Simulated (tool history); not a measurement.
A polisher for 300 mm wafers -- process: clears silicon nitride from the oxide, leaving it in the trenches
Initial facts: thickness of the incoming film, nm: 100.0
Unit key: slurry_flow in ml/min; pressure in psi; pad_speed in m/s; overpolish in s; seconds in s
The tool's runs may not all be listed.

{"run": 1, "hour": 0.0, "slurry_flow": 295, "pressure": 1.9, "pad_speed": 1.02, "overpolish": 47, "seconds": 173.13}
{"run": 2, "hour": 2.3, "slurry_flow": 295, "pressure": 1.5, "pad_speed": 1.02, "overpolish": 47, "seconds": 222.13}
{"run": 3, "hour": 4.0, "slurry_flow": 295, "pressure": 1.5, "pad_speed": 1.02, "overpolish": 51, "seconds": 221.95}
{"run": 4, "hour": 10.4, "slurry_flow": 295, "pressure": 1.4, "pad_speed": 1.02, "overpolish": 51, "seconds": 233.23}
{"run": 5, "hour": 11.5, "slurry_flow": 365, "pressure": 1.4, "pad_speed": 1.02, "overpolish": 51, "seconds": 232.44}
{"run": 6, "hour": 12.2, "slurry_flow": 365, "pressure": 1.8, "pad_speed": 1.02, "overpolish": 51, "seconds": 180.37}
{"run": 7, "hour": 15.1, "slurry_flow": 365, "pressure": 1.6, "pad_speed": 1.02, "overpolish": 51, "seconds": 202.61}

What does the tool deliver on the next run?
{"run": 8, "hour": 23.4, "slurry_flow": 365, "pressure": 1.5, "pad_speed": 1.02, "overpolish": 51, "seconds": "?"}

seconds: 212.32 s
